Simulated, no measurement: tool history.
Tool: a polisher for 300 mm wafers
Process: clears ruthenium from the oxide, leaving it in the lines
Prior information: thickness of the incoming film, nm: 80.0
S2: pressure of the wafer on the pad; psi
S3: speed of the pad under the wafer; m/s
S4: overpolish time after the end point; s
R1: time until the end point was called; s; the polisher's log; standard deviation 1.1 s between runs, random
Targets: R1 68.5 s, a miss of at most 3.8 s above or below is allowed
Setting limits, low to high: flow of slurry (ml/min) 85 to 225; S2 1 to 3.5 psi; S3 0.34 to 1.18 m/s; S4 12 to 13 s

Run 1, hour 0: flow of slurry (ml/min) 145, S2 2.2 psi, S3 0.76 m/s, S4 12 s. Result: R1 97.238 s.
Run 2, hour 5.8: flow of slurry (ml/min) 145, S2 2.3 psi, S3 0.76 m/s, S4 12 s. Result: R1 92.519 s.
Run 3, hour 14.6: flow of slurry (ml/min) 145, S2 2.3 psi, S3 0.58 m/s, S4 12 s. Result: R1 115.37 s.
Run 4, hour 15.2: flow of slurry (ml/min) 145, S2 2.5 psi, S3 0.58 m/s, S4 12 s. Result: R1 102.06 s.
Run 5, hour 20.3: flow of slurry (ml/min) 180, S2 2.5 psi, S3 0.58 m/s, S4 12 s. Result: R1 100.27 s.
Run 6, hour 28.2: flow of slurry (ml/min) 180, S2 2.5 psi, S3 0.48 m/s, S4 12 s. Result: R1 112.21 s.
Run 7, hour 35.1: flow of slurry (ml/min) 180, S2 2.7 psi, S3 0.48 m/s, S4 12 s. Result: R1 104.13 s.
Run 8, hour 38.8: flow of slurry (ml/min) 180, S2 2.8 psi, S3 0.5 m/s, S4 12 s. Result: R1 98.107 s.
Run 9, hour 40.3: flow of slurry (ml/min) 180, S2 2.9 psi, S3 0.52 m/s, S4 12 s. Result: R1 89.993 s.
Run 10, hour 44.2: flow of slurry (ml/min) 180, S2 3 psi, S3 0.52 m/s, S4 12 s. Result: R1 89.459 s.
Run 11, hour 52.2: flow of slurry (ml/min) 180, S2 3.1 psi, S3 0.54 m/s, S4 12 s. Result: R1 83.514 s.
Run 12, hour 53.2: flow of slurry (ml/min) 180, S2 3.2 psi, S3 0.54 m/s, S4 12 s. Result: R1 81.491 s.

4 next moves are on the table. One of them brings every result within its allowed miss. Which?
Run A, hour 54.2: flow of slurry (ml/min) 175, S2 3.1 psi, S3 0.56 m/s, S4 13 s. Result: R1 ?.
Run B, hour 54.2: flow of slurry (ml/min) 175, S2 2.8 psi, S3 0.44 m/s, S4 12 s. Result: R1 ?.
Run C, hour 54.2: flow of slurry (ml/min) 175, S2 3.5 psi, S3 0.62 m/s, S4 12 s. Result: R1 ?.
Run D, hour 54.2: flow of slurry (ml/min) 200, S2 3.5 psi, S3 0.74 m/s, S4 13 s. Result: R1 ?.

move      R1
   A  82.158
   B  105.35
   C  68.222
   D  59.424
A: further off than the last run
B: further off than the last run
C: all results in spec
D: carries the result that was furthest off beyond its target, to the other side
The right move is C.
